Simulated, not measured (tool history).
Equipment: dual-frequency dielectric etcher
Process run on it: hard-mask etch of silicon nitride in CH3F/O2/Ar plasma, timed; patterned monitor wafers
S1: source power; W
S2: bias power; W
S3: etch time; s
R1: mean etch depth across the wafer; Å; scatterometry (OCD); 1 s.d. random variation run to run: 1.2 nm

run	hour	S1	S2	S3	R1
1	0	520	94	249	1948.2
2	5.5	520	82	249	1837.6
3	10.8	520	88	249	1900
4	13.1	520	88	249	1893.8
5	21.1	470	88	249	1815.9
6	25.4	470	88	260.5	1900

Run 7, settings as shown, results not yet in. Your forecast:
7	27.2	530	90	260.5	?

{"run 7": {"R1": 2018.5}}
